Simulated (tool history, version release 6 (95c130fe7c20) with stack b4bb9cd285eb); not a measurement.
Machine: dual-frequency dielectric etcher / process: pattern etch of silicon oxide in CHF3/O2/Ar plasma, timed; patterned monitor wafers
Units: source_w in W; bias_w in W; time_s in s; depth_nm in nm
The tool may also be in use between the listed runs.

Run 1, hour 0.0: source_w 660 W, bias_w 142 W, time_s 668 s. Result: depth_nm 1263.2 nm.
Run 2, hour 3.3: source_w 610 W, bias_w 139 W, time_s 668 s. Result: depth_nm 1205.1 nm.
Run 3, hour 6.2: source_w 610 W, bias_w 139 W, time_s 668 s. Result: depth_nm 1207.3 nm.
Run 4, hour 13.1: source_w 580 W, bias_w 138 W, time_s 668 s. Result: depth_nm 1170.9 nm.
Run 5, hour 17.4: source_w 580 W, bias_w 158 W, time_s 668 s. Result: depth_nm 1264.9 nm.
Run 6, hour 23.5: source_w 580 W, bias_w 172 W, time_s 668 s. Result: depth_nm 1315.7 nm.

Run 7 has not been measured yet. What should we expect?
Run 7, hour 28.3: source_w 450 W, bias_w 143 W, time_s 668 s. Result: depth_nm ?.

{"run 7": {"depth_nm": 1072.3}}
